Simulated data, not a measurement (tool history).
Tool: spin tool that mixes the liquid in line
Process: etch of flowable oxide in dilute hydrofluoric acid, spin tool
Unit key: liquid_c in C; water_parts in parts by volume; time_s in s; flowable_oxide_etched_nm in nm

run  hour  liquid_c  water_parts  time_s  flowable_oxide_etched_nm
  1     0        22           40      90                     51.04
  2   7.8        22           55      90                      36.7
  3   8.7      23.5           50      90                    42.467
  4   9.4      23.5           40      90                    54.744
  5  16.7      23.5           40      95                    57.139
  6  20.3      26.5           40      95                    65.265
  7  21.7        27           35      95                    75.777
  8  25.7        30           25      95                     121.3

For run 9, what comes out?
  9  30.7      29.5           25      95                         ?

Run 9 produced flowable_oxide_etched_nm 119.76 nm.
